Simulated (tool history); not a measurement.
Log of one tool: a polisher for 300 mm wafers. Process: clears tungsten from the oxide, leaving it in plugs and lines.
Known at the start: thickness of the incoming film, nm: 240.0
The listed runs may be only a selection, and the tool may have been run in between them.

| run | hour | flow of slurry (ml/min) | pressure of the wafer on the pad (psi) | speed of the pad under the wafer (cm/s) | abrasive content of the slurry | overpolish time after the end point (s) | time until the end point was called (s) |
|---|---|---|---|---|---|---|---|
| 1 | 0.0 | 145 | 4.9 | 120 | 1.0 | 35 | 32.463 |
| 2 | 1.4 | 145 | 4.9 | 120 | 1.0 | 38 | 32.055 |
| 3 | 4.8 | 145 | 4.5 | 114 | 1.0 | 38 | 36.571 |
| 4 | 5.3 | 145 | 4.5 | 114 | 0.9 | 38 | 36.830 |
| 5 | 12.8 | 145 | 4.5 | 132 | 0.9 | 38 | 32.068 |
| 6 | 17.1 | 145 | 4.1 | 124 | 0.9 | 38 | 37.298 |

Predict the results of run 7:
| 7 | 19.6 | 145 | 3.8 | 118 | 0.9 | 38 | ? |

time until the end point was called (s): 42.176
